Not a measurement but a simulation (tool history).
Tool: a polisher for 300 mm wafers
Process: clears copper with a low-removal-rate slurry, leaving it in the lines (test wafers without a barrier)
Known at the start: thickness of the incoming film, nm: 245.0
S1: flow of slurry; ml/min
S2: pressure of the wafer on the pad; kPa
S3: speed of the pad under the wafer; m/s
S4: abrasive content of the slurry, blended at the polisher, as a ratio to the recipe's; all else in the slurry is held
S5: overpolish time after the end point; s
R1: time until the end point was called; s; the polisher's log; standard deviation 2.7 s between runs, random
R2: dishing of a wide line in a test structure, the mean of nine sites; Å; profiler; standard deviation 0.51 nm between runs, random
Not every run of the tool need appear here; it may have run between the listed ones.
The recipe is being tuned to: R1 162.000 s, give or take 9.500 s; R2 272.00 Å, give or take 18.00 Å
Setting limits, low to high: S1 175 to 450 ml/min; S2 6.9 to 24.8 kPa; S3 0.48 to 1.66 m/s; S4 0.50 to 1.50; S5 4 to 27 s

run,hour,S1,S2,S3,S4,S5,R1,R2
1,0.0,290,15.9,1.06,1.00,14,89.336,288.14
2,6.9,290,14.5,1.06,1.00,15,97.292,276.16
3,9.9,290,13.8,1.04,1.00,16,107.110,283.86
4,14.2,290,13.1,1.04,1.00,17,107.100,277.85
5,22.4,290,13.1,1.04,1.00,19,110.240,321.32
6,29.4,290,11.0,1.04,1.00,19,129.340,264.29
7,34.9,290,11.0,1.04,1.00,20,132.180,284.93
8,37.1,290,9.7,1.02,1.00,21,149.940,248.45
9,37.8,290,9.0,1.00,1.00,23,160.380,244.49

5 next moves are on the table. One of them brings every result within its allowed miss. Which?
A,38.5,280,7.6,1.26,1.10,18,?,?
B,38.5,390,6.9,1.22,1.30,26,?,?
C,38.5,235,8.3,1.04,1.00,21,?,?
D,38.5,265,9.7,1.08,0.85,19,?,?
E,38.5,305,9.7,1.08,0.55,19,?,?

move,R1,R2
A,151.540,218.07
B,161.140,281.16
C,174.620,221.64
D,147.310,237.92
E,155.070,227.37
A: the biggest miss grows against the last run
B: every result within its allowed miss
C: the biggest miss grows against the last run
D: the biggest miss grows against the last run
E: the biggest miss grows against the last run
Answer: B
